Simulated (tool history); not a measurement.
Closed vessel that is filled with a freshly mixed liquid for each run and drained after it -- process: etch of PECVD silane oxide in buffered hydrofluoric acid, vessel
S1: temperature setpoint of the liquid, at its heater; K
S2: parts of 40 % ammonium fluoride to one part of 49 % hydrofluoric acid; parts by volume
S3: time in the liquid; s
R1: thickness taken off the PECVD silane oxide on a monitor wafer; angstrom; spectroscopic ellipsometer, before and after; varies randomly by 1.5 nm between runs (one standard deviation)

run	hour	S1	S2	S3	R1
1	0.0	294.15	10.0	105	1370.3
2	1.5	294.15	10.0	105	1365.5
3	8.5	294.15	10.0	105	1352.7
4	12.9	294.65	10.0	105	1432.6
5	22.2	294.65	12.5	105	1130.5
6	27.5	295.65	12.5	105	1202.3
7	34.4	296.15	12.5	105	1231.3
8	43.6	300.15	11.5	105	1654.3

Predict the results of run 9:
9	48.5	301.15	11.5	105	?

R1: 1742.6 angstrom
